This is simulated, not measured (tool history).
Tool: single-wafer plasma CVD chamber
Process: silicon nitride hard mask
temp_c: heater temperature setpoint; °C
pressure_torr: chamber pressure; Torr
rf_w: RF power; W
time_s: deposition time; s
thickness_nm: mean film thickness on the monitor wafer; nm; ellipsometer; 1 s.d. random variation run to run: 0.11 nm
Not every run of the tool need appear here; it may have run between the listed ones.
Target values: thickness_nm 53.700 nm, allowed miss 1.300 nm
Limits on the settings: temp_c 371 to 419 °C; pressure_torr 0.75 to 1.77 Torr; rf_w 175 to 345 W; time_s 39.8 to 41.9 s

Run 1, day 0.000: temp_c 395 °C, pressure_torr 1.26 Torr, rf_w 260 W, time_s 41.9 s. Result: thickness_nm 39.048 nm.
Run 2, day 0.283: temp_c 395 °C, pressure_torr 1.35 Torr, rf_w 275 W, time_s 41.9 s. Result: thickness_nm 41.857 nm.
Run 3, day 0.421: temp_c 395 °C, pressure_torr 1.35 Torr, rf_w 260 W, time_s 41.9 s. Result: thickness_nm 40.364 nm.
Run 4, day 0.604: temp_c 395 °C, pressure_torr 1.35 Torr, rf_w 260 W, time_s 39.8 s. Result: thickness_nm 38.324 nm.
Run 5, day 0.792: temp_c 395 °C, pressure_torr 1.41 Torr, rf_w 275 W, time_s 40.1 s. Result: thickness_nm 40.762 nm.
Run 6, day 1.012: temp_c 395 °C, pressure_torr 1.46 Torr, rf_w 290 W, time_s 40.4 s. Result: thickness_nm 43.193 nm.
At day 1.108: RF generator calibrated.
Run 7, day 1.108: temp_c 395 °C, pressure_torr 1.46 Torr, rf_w 290 W, time_s 40.4 s. Result: thickness_nm 45.406 nm.
Run 8, day 1.442: temp_c 395 °C, pressure_torr 1.51 Torr, rf_w 295 W, time_s 40.4 s. Result: thickness_nm 46.682 nm.
Run 9, day 1.700: temp_c 395 °C, pressure_torr 1.56 Torr, rf_w 295 W, time_s 40.4 s. Result: thickness_nm 47.352 nm.
Run 10, day 1.779: temp_c 395 °C, pressure_torr 1.60 Torr, rf_w 300 W, time_s 40.4 s. Result: thickness_nm 48.282 nm.
Run 11, day 2.142: temp_c 395 °C, pressure_torr 1.63 Torr, rf_w 305 W, time_s 40.4 s. Result: thickness_nm 49.252 nm.
Run 12, day 2.467: temp_c 395 °C, pressure_torr 1.65 Torr, rf_w 310 W, time_s 40.4 s. Result: thickness_nm 49.925 nm.
Run 13, day 2.812: temp_c 395 °C, pressure_torr 1.67 Torr, rf_w 315 W, time_s 40.4 s. Result: thickness_nm 50.645 nm.
Run 14, day 2.938: temp_c 395 °C, pressure_torr 1.69 Torr, rf_w 315 W, time_s 40.4 s. Result: thickness_nm 50.751 nm.

Consider the 5 candidate settings below. Which is the only one whose results all fall within their allowed miss of target?
Run A, day 3.062: temp_c 419 °C, pressure_torr 1.51 Torr, rf_w 300 W, time_s 39.8 s. Result: thickness_nm ?.
Run B, day 3.062: temp_c 394 °C, pressure_torr 1.66 Torr, rf_w 315 W, time_s 40.9 s. Result: thickness_nm ?.
Run C, day 3.062: temp_c 411 °C, pressure_torr 1.54 Torr, rf_w 325 W, time_s 41.6 s. Result: thickness_nm ?.
Run D, day 3.062: temp_c 409 °C, pressure_torr 1.71 Torr, rf_w 320 W, time_s 41.9 s. Result: thickness_nm ?.
Run E, day 3.062: temp_c 389 °C, pressure_torr 1.62 Torr, rf_w 305 W, time_s 39.8 s. Result: thickness_nm ?.

move  thickness_nm
   A        46.155
   B        51.293
   C        51.331
   D        53.306
   E        48.566
A: further off than the last run
B: closes in on the targets versus the last run, not all within tolerance yet
C: closes in on the targets versus the last run, not all within tolerance yet
D: meets every target
E: further off than the last run
So the answer is move D, the one that meets all the targets.

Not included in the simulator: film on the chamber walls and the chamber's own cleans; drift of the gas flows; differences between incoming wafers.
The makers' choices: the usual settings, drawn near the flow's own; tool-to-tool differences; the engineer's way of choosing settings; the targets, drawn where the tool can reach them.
